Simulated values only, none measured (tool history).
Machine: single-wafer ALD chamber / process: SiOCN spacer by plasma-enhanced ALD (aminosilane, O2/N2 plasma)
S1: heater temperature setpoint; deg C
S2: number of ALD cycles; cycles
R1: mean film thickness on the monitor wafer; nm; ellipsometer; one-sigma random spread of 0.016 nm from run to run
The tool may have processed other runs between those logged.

run,hour,S1,S2,R1
1,0.0,405,103,6.6760
2,3.4,405,97,6.3082
3,5.8,414,97,6.1363
4,8.7,416,92,5.8140
5,11.9,420,92,5.7502
6,14.2,421,88,5.4717
7,21.6,422,86,5.3464

Forecast run 8:
8,27.6,422,86,?

R1: 5.3213 nm
